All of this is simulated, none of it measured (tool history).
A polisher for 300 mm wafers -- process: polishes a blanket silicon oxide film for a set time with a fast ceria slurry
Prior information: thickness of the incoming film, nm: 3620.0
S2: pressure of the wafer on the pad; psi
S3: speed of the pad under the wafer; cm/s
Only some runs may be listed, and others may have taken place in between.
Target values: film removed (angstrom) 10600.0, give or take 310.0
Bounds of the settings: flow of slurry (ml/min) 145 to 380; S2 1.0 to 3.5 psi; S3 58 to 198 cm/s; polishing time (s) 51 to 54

Run 1, day 0.000: flow of slurry (ml/min) 245, S2 2.2 psi, S3 128 cm/s, polishing time (s) 51. Result: film removed (angstrom) 8717.5.
Run 2, day 0.225: flow of slurry (ml/min) 245, S2 2.2 psi, S3 144 cm/s, polishing time (s) 51. Result: film removed (angstrom) 9274.4.
Run 3, day 0.346: flow of slurry (ml/min) 245, S2 1.9 psi, S3 144 cm/s, polishing time (s) 51. Result: film removed (angstrom) 8566.8.
Run 4, day 0.592: flow of slurry (ml/min) 245, S2 1.9 psi, S3 144 cm/s, polishing time (s) 51. Result: film removed (angstrom) 8486.7.
Run 5, day 0.933: flow of slurry (ml/min) 245, S2 2.0 psi, S3 144 cm/s, polishing time (s) 51. Result: film removed (angstrom) 8755.6.
Run 6, day 1.021: flow of slurry (ml/min) 245, S2 2.1 psi, S3 144 cm/s, polishing time (s) 51. Result: film removed (angstrom) 8973.3.
Run 7, day 1.188: flow of slurry (ml/min) 245, S2 2.2 psi, S3 144 cm/s, polishing time (s) 51. Result: film removed (angstrom) 9233.9.
Run 8, day 1.462: flow of slurry (ml/min) 245, S2 2.3 psi, S3 144 cm/s, polishing time (s) 51. Result: film removed (angstrom) 9458.1.
Run 9, day 1.829: flow of slurry (ml/min) 245, S2 2.4 psi, S3 144 cm/s, polishing time (s) 51. Result: film removed (angstrom) 9793.8.
Run 10, day 2.121: flow of slurry (ml/min) 250, S2 2.5 psi, S3 144 cm/s, polishing time (s) 51. Result: film removed (angstrom) 10177.0.

Next run, 4 choices. One meets every target within its allowed miss, the rest don't. Which?
Run A, day 2.412: flow of slurry (ml/min) 245, S2 2.7 psi, S3 152 cm/s, polishing time (s) 53. Result: film removed (angstrom) ?.
Run B, day 2.412: flow of slurry (ml/min) 275, S2 3.1 psi, S3 110 cm/s, polishing time (s) 51. Result: film removed (angstrom) ?.
Run C, day 2.412: flow of slurry (ml/min) 160, S2 2.6 psi, S3 164 cm/s, polishing time (s) 51. Result: film removed (angstrom) ?.
Run D, day 2.412: flow of slurry (ml/min) 240, S2 2.5 psi, S3 126 cm/s, polishing time (s) 54. Result: film removed (angstrom) ?.

move  film removed (angstrom)
   A                  11278.0
   B                   9933.8
   C                  10410.0
   D                   9707.7
A: pushes the last run's worst result past its target
B: further off than the last run
C: every result lands within tolerance
D: further off than the last run
Correct choice: C, which meets every target

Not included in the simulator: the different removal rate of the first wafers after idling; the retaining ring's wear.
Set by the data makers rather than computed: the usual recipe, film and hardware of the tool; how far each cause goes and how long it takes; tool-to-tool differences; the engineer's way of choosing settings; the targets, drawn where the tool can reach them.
